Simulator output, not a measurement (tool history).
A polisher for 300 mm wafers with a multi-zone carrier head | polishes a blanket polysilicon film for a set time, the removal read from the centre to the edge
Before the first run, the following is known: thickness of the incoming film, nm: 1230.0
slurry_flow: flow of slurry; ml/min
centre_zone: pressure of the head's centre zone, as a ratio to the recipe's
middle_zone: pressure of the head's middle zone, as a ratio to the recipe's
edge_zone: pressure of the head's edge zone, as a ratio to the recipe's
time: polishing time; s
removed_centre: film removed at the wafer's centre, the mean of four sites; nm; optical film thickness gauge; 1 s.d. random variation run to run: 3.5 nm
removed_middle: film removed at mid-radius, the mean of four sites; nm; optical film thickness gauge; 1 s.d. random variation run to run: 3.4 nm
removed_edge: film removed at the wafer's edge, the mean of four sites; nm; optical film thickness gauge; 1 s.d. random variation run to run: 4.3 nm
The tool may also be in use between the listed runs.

run,day,slurry_flow,centre_zone,middle_zone,edge_zone,time,removed_centre,removed_middle,removed_edge
1,0,280,1,1,1,51,329.71,341.26,333.08
2,0.029,290,1,1.03,1.05,53,339.37,360.77,347.51
3,0.067,290,0.99,1.04,1.07,56,361.37,381.23,381.1
4,0.196,220,0.99,1.04,1.07,56,350.64,374.52,365
5,0.292,250,0.99,1.07,1.1,57,361.4,398.62,372.82
6,0.579,205,0.99,1.07,1.1,57,352.83,388.1,372.71

What does the tool deliver on the next run?
7,0.629,235,0.99,1.08,1.13,58,?,?,?

Run 7 produced removed_centre 363.26 nm, removed_middle 405.63 nm, removed_edge 396.92 nm.
